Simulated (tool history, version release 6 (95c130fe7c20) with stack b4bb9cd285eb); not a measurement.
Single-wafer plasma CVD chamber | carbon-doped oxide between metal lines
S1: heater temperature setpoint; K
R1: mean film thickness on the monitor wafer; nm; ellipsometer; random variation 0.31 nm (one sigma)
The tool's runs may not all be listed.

{"run": 1, "hour": 0.0, "S1": 638.15, "chamber pressure (Pa)": 625, "RF power (W)": 635, "deposition time (s)": 20.4, "R1": 111.86}
{"run": 2, "hour": 0.8, "S1": 639.15, "chamber pressure (Pa)": 605, "RF power (W)": 615, "deposition time (s)": 20.4, "R1": 107.51}
{"run": 3, "hour": 8.2, "S1": 633.15, "chamber pressure (Pa)": 605, "RF power (W)": 615, "deposition time (s)": 20.4, "R1": 109.2}
{"run": 4, "hour": 12.6, "S1": 633.15, "chamber pressure (Pa)": 605, "RF power (W)": 655, "deposition time (s)": 20.4, "R1": 115.61}
{"run": 5, "hour": 13.6, "S1": 635.15, "chamber pressure (Pa)": 579, "RF power (W)": 640, "deposition time (s)": 20.4, "R1": 111.69}
{"run": 6, "hour": 17.0, "S1": 635.15, "chamber pressure (Pa)": 475, "RF power (W)": 640, "deposition time (s)": 20.4, "R1": 109.93}

Run 7 comes next. What will it give?
{"run": 7, "hour": 25.1, "S1": 636.15, "chamber pressure (Pa)": 463, "RF power (W)": 625, "deposition time (s)": 20.4, "R1": "?"}

Run 7 gave R1 106.79 nm.
